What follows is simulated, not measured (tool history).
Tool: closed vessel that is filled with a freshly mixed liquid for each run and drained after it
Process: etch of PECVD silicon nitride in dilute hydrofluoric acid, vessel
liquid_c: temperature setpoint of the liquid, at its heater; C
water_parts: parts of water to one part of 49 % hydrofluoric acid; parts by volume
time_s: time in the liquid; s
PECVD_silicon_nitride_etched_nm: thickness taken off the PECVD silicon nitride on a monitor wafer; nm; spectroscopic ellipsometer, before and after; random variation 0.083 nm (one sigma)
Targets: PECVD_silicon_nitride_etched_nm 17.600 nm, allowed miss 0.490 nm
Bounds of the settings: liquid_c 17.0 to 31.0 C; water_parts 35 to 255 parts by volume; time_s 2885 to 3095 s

run	hour	liquid_c	water_parts	time_s	PECVD_silicon_nitride_etched_nm
1	0.0	23.0	145	2885	30.978
2	8.8	24.0	145	2885	32.819
3	15.2	22.5	150	2885	29.103
4	22.0	21.5	155	2885	26.179
5	26.5	21.5	110	2885	36.900
6	33.2	20.5	125	2885	30.290
7	40.5	20.0	135	2885	27.117
8	41.3	19.5	140	2885	25.190
9	45.2	19.5	140	2885	25.389

Which of these 4 next moves meets every target?
A	49.1	21.5	90	3095	?
B	49.1	17.0	205	2995	?
C	49.1	19.5	180	3095	?
D	49.1	17.0	185	3060	?

move	PECVD_silicon_nitride_etched_nm
A	47.924
B	15.386
C	21.303
D	17.346
A: further off than the last run
B: takes the result that was furthest off past its target
C: nearer than the last run, and not there yet
D: meets every target
Answer: D
